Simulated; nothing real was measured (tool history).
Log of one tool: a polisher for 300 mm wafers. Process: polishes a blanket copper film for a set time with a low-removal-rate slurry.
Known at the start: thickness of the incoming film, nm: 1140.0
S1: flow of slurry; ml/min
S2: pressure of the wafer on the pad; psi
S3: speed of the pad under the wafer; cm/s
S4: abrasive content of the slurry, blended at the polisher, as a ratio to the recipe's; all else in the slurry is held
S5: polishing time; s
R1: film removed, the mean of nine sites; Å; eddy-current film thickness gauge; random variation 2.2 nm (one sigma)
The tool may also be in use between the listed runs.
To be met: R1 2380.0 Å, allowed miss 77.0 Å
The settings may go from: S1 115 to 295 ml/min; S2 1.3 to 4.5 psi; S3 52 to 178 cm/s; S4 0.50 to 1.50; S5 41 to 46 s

run	hour	S1	S2	S3	S4	S5	R1
1	0.0	190	2.9	114	1.00	46	1473.3
2	8.5	195	3.2	114	1.00	46	1597.9
3	15.1	195	2.8	114	1.00	46	1442.8
4	20.8	195	2.8	114	1.00	46	1435.7
5	22.7	200	3.2	114	1.00	46	1608.4
6	27.2	200	2.9	114	1.00	46	1465.4
7	32.4	215	3.7	116	1.00	46	1899.0
8	37.6	215	3.9	116	1.00	46	2041.9
9	40.0	215	4.0	116	1.00	46	2073.4
10	42.2	215	4.1	116	1.00	46	2120.1
11	50.3	220	4.2	116	1.00	46	2149.1
12	55.2	220	4.3	116	1.00	46	2225.9
13	62.4	220	4.3	116	1.00	46	2228.5
14	64.6	220	4.4	116	1.00	46	2268.8
15	65.4	225	4.4	116	1.00	46	2287.3

Which of these 5 next moves meets every target?
A	66.2	255	4.1	136	0.90	41	?
B	66.2	215	4.5	122	1.15	43	?
C	66.2	225	4.3	110	1.05	46	?
D	66.2	220	4.2	142	0.75	41	?
E	66.2	210	4.1	152	1.00	43	?

move	R1
A	2173.7
B	2344.6
C	2132.0
D	2174.4
E	2550.1
A: further off than the last run
B: meets every target
C: further off than the last run
D: further off than the last run
E: takes the result that was furthest off past its target
The right move is B.
